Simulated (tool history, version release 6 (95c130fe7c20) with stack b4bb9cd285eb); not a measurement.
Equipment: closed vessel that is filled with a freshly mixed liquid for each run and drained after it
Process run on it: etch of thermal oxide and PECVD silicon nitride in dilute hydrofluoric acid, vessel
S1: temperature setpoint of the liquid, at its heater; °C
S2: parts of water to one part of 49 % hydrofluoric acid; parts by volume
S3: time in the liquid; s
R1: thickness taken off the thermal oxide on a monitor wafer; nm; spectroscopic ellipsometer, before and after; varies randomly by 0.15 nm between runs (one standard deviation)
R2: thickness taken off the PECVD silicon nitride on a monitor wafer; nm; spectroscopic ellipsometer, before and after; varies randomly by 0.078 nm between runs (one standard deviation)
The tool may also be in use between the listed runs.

Run 1, hour 0.0: S1 21.0 °C, S2 145 parts by volume, S3 185 s. Result: R1 5.0952 nm, R2 2.6976 nm.
Run 2, hour 4.0: S1 21.0 °C, S2 145 parts by volume, S3 135 s. Result: R1 3.6708 nm, R2 1.9513 nm.
Run 3, hour 11.4: S1 18.5 °C, S2 145 parts by volume, S3 135 s. Result: R1 3.3700 nm, R2 1.6777 nm.
Run 4, hour 13.2: S1 17.0 °C, S2 145 parts by volume, S3 135 s. Result: R1 3.1794 nm, R2 1.5075 nm.
Run 5, hour 18.4: S1 17.0 °C, S2 170 parts by volume, S3 135 s. Result: R1 2.6331 nm, R2 1.3280 nm.
Run 6, hour 25.3: S1 18.5 °C, S2 135 parts by volume, S3 165 s. Result: R1 4.4553 nm, R2 2.1938 nm.
Run 7, hour 29.5: S1 19.0 °C, S2 110 parts by volume, S3 185 s. Result: R1 6.4153 nm, R2 3.1209 nm.
Run 8, hour 36.5: S1 19.0 °C, S2 90 parts by volume, S3 200 s. Result: R1 8.7359 nm, R2 4.1241 nm.
Run 9, hour 43.5: S1 19.0 °C, S2 75 parts by volume, S3 210 s. Result: R1 11.0730 nm, R2 5.1848 nm.
Run 10, hour 45.6: S1 19.0 °C, S2 65 parts by volume, S3 215 s. Result: R1 13.2690 nm, R2 6.0190 nm.
Run 11, hour 46.7: S1 20.0 °C, S2 35 parts by volume, S3 210 s. Result: R1 25.7270 nm, R2 11.4350 nm.
Run 12, hour 47.4: S1 19.5 °C, S2 35 parts by volume, S3 220 s. Result: R1 26.4650 nm, R2 11.7860 nm.

Run 13 comes next. What will it give?
Run 13, hour 51.7: S1 19.0 °C, S2 40 parts by volume, S3 220 s. Result: R1 ?, R2 ?.

For run 13 the tool returned R1 22.5990 nm, R2 9.9673 nm.
